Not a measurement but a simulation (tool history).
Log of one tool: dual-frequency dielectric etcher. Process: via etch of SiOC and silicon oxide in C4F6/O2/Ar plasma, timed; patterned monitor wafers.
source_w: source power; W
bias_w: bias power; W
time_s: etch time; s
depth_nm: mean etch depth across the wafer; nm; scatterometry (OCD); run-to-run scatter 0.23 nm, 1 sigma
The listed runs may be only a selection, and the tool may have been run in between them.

{"run": 1, "day": 0.0, "source_w": 350, "bias_w": 197, "time_s": 72, "depth_nm": 84.589}
{"run": 2, "day": 0.196, "source_w": 320, "bias_w": 194, "time_s": 72, "depth_nm": 80.725}
{"run": 3, "day": 0.262, "source_w": 290, "bias_w": 194, "time_s": 72, "depth_nm": 78.358}
{"run": 4, "day": 0.542, "source_w": 230, "bias_w": 194, "time_s": 72, "depth_nm": 71.652}
{"run": 5, "day": 0.796, "source_w": 230, "bias_w": 164, "time_s": 72, "depth_nm": 67.305}
{"run": 6, "day": 0.892, "source_w": 230, "bias_w": 140, "time_s": 72, "depth_nm": 63.133}

The next listed run, before its measurement:
{"run": 7, "day": 1.121, "source_w": 260, "bias_w": 142, "time_s": 72, "depth_nm": "?"}

Run 7 yielded depth_nm 66.957 nm.
